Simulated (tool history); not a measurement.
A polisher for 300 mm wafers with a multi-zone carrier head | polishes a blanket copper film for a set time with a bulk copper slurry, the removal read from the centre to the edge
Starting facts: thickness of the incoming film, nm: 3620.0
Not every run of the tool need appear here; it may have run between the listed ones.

run,hour,flow of slurry (ml/min),pressure of the head's centre zone,pressure of the head's middle zone,pressure of the head's edge zone,abrasive content of the slurry,polishing time (s),film removed at the wafer's centre (angstrom),film removed at mid-radius (angstrom),film removed at the wafer's edge (angstrom)
1,0,280,1,1,1,1,88,11964,11899,11767
2,4.8,275,0.98,0.99,0.98,0.95,85,11488,11320,11330
3,5.8,275,0.91,0.99,0.98,0.95,85,10357,11151,11223
4,14.4,230,0.91,0.99,0.98,0.95,85,10210,10811,10992
5,15.2,230,0.91,0.99,0.98,0.85,85,9783.4,10851,10763
6,20.1,230,0.83,0.99,0.98,0.85,85,8997.2,10602,10732
7,25.1,230,0.83,0.98,0.96,0.8,83,8640,10198,10333
8,34,230,0.84,0.98,0.95,0.75,81,8565.7,9826.9,9851.9

Expected results for the next run?
9,41.6,205,0.81,0.95,0.85,0.5,63,?,?,?

{"run 9": {"film removed at the wafer's centre (angstrom)": 5617.9, "film removed at mid-radius (angstrom)": 6752.2, "film removed at the wafer's edge (angstrom)": 6557.6}}

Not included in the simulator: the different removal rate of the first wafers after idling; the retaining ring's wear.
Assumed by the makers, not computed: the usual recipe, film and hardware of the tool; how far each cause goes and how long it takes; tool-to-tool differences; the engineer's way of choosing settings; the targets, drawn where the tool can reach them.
